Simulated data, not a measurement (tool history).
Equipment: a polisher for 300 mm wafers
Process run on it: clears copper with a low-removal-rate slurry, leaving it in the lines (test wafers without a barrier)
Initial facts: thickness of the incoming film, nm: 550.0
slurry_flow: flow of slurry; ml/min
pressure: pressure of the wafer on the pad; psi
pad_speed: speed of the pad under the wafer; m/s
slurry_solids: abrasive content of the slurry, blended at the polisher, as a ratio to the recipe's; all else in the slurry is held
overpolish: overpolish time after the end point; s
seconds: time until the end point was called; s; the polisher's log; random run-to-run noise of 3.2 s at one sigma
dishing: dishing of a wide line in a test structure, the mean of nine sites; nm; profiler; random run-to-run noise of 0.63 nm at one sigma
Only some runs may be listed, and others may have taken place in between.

{"run": 1, "hour": 0.0, "slurry_flow": 130, "pressure": 3.7, "pad_speed": 1.4, "slurry_solids": 1.0, "overpolish": 23, "seconds": 116.35, "dishing": 62.392}
{"run": 2, "hour": 3.0, "slurry_flow": 130, "pressure": 3.7, "pad_speed": 1.4, "slurry_solids": 0.9, "overpolish": 23, "seconds": 118.32, "dishing": 63.283}
{"run": 3, "hour": 10.5, "slurry_flow": 130, "pressure": 3.7, "pad_speed": 1.4, "slurry_solids": 0.9, "overpolish": 30, "seconds": 120.27, "dishing": 76.447}
{"run": 4, "hour": 12.6, "slurry_flow": 130, "pressure": 3.7, "pad_speed": 1.4, "slurry_solids": 0.9, "overpolish": 34, "seconds": 121.44, "dishing": 83.759}
{"run": 5, "hour": 19.8, "slurry_flow": 130, "pressure": 3.5, "pad_speed": 1.38, "slurry_solids": 0.9, "overpolish": 33, "seconds": 129.08, "dishing": 76.776}
{"run": 6, "hour": 24.6, "slurry_flow": 110, "pressure": 3.5, "pad_speed": 1.38, "slurry_solids": 0.9, "overpolish": 33, "seconds": 132.24, "dishing": 75.268}
{"run": 7, "hour": 25.3, "slurry_flow": 110, "pressure": 3.3, "pad_speed": 1.38, "slurry_solids": 0.9, "overpolish": 33, "seconds": 141.84, "dishing": 71.365}
{"run": 8, "hour": 30.3, "slurry_flow": 110, "pressure": 3.1, "pad_speed": 1.38, "slurry_solids": 0.9, "overpolish": 33, "seconds": 147.93, "dishing": 68.409}
{"hour": 36.7, "done": "head pressure recalibrated"}
{"run": 9, "hour": 36.7, "slurry_flow": 110, "pressure": 2.9, "pad_speed": 1.38, "slurry_solids": 0.9, "overpolish": 33, "seconds": 152.49, "dishing": 66.466}
{"run": 10, "hour": 41.9, "slurry_flow": 110, "pressure": 2.8, "pad_speed": 1.36, "slurry_solids": 0.9, "overpolish": 33, "seconds": 154.88, "dishing": 66.864}
{"run": 11, "hour": 48.7, "slurry_flow": 110, "pressure": 2.7, "pad_speed": 1.34, "slurry_solids": 0.9, "overpolish": 32, "seconds": 165.86, "dishing": 62.669}

Run 12 is up next; what results do you expect?
{"run": 12, "hour": 56.1, "slurry_flow": 110, "pressure": 2.6, "pad_speed": 1.34, "slurry_solids": 0.9, "overpolish": 31, "seconds": "?", "dishing": "?"}

{"run 12": {"seconds": 166.55, "dishing": 58.698}}
